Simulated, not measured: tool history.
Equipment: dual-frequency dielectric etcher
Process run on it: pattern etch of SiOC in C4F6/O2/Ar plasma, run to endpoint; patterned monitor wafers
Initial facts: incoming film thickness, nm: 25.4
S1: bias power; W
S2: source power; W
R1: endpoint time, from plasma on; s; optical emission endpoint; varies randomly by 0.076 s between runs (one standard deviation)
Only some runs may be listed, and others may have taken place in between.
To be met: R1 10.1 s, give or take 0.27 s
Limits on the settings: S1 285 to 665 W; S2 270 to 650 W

run 1 hour=0 | S1=475 S2=460 | R1=7.9076
run 2 hour=3.8 | S1=475 S2=430 | R1=8.1297
run 3 hour=10.1 | S1=475 S2=510 | R1=7.6706
run 4 hour=16.1 | S1=452 S2=490 | R1=7.9959
run 5 hour=22.2 | S1=521 S2=490 | R1=7.4737
run 6 hour=28.9 | S1=521 S2=410 | R1=7.8128
run 7 hour=30.4 | S1=426 S2=310 | R1=9.2657
run 8 hour=34.1 | S1=417 S2=310 | R1=9.4581
run 9 hour=41.6 | S1=411 S2=310 | R1=9.633

Exercise: of the 5 proposed moves below, exactly one satisfies all targets within the stated allowed misses. Which move is it?
run A hour=49.1 | S1=318 S2=280 | R1=?
run B hour=49.1 | S1=357 S2=300 | R1=?
run C hour=49.1 | S1=430 S2=330 | R1=?
run D hour=49.1 | S1=525 S2=350 | R1=?
run E hour=49.1 | S1=315 S2=270 | R1=?

move=A R1=10.765
move=B R1=10.109
move=C R1=9.1694
move=D R1=8.3592
move=E R1=10.929
A: takes the biggest miss from the last run beyond its target
B: all results land within tolerance of their targets
C: its largest miss is bigger than the last run's
D: its largest miss is bigger than the last run's
E: takes the biggest miss from the last run beyond its target
Correct choice: B, which meets every target

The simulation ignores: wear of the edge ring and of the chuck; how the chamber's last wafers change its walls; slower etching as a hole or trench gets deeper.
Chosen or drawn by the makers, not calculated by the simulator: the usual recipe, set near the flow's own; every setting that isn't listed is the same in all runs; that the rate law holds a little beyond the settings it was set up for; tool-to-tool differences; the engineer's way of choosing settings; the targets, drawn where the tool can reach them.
